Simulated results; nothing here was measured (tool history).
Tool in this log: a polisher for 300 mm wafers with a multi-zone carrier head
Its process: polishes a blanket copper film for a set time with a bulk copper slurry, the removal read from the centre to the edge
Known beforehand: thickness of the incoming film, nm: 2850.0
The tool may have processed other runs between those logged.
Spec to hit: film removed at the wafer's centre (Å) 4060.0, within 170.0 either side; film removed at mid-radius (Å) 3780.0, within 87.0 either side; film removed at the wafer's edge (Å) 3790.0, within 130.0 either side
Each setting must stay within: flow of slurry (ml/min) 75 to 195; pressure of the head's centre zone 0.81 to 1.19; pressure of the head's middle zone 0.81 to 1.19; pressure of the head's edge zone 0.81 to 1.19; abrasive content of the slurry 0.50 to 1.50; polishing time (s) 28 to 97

run  hour  flow of slurry (ml/min)  pressure of the head's centre zone  pressure of the head's middle zone  pressure of the head's edge zone  abrasive content of the slurry  polishing time (s)  film removed at the wafer's centre (Å)  film removed at mid-radius (Å)  film removed at the wafer's edge (Å)
  1   0.0                      125                                1.00                                1.00                              1.00                            1.00                  62                                  7938.3                          8174.4                                8134.3
  2   2.7                      120                                1.01                                0.98                              0.97                            0.90                  55                                  6961.6                          6863.2                                6926.3
  3  11.0                      135                                1.01                                0.98                              0.97                            0.90                  55                                  7185.8                          7088.4                                6930.9
  4  15.7                      135                                0.99                                0.96                              0.94                            0.80                  50                                  6185.6                          6134.3                                5885.9
  5  18.7                      130                                0.98                                0.93                              0.92                            0.75                  48                                  5602.6                          5623.4                                5653.6
  6  22.2                      130                                0.98                                0.84                              0.92                            0.75                  48                                  5669.1                          5163.8                                5526.0
  7  26.5                      130                                0.98                                0.84                              0.92                            0.75                  48                                  5800.2                          5154.9                                5659.9
  8  30.8                      130                                0.98                                0.84                              0.90                            0.70                  45                                  5251.7                          4783.7                                5035.7
  9  36.9                      125                                0.98                                0.84                              0.88                            0.65                  44                                  5013.8                          4544.4                                4744.9
 10  41.5                       90                                0.97                                0.87                              0.81                            0.50                  38                                  3532.4                          3389.4                                3520.3
 11  45.4                       95                                0.97                                0.87                              0.81                            0.50                  38                                  3600.1                          3464.0                                3577.0
 12  48.0                      100                                0.97                                0.87                              0.81                            0.50                  38                                  3742.7                          3515.2                                3600.4

Below are 4 possible settings for the next run. Only one of them brings all results inside the allowed miss of their targets. Which is it?
  A  50.6                      140                                1.06                                0.91                              0.81                            0.50                  35                                       ?                               ?                                     ?
  B  50.6                       95                                1.00                                0.89                              0.81                            0.50                  41                                       ?                               ?                                     ?
  C  50.6                       90                                0.90                                0.92                              0.81                            0.55                  39                                       ?                               ?                                     ?
  D  50.6                       75                                0.96                                0.81                              1.04                            0.65                  36                                       ?                               ?                                     ?

move  film removed at the wafer's centre (Å)  film removed at mid-radius (Å)  film removed at the wafer's edge (Å)
   A                                  4076.3                          3679.4                                3555.9
   B                                  3984.8                          3803.8                                3871.2
   C                                  3421.1                          3745.6                                3729.1
   D                                  3224.2                          3017.0                                3855.6
A: better than the last run, though not everything is in spec
B: every result within its allowed miss
C: meets the target for the result that was furthest off, but another lies outside its allowed miss
D: misses by more than the last run did
Correct choice: B, which meets every target
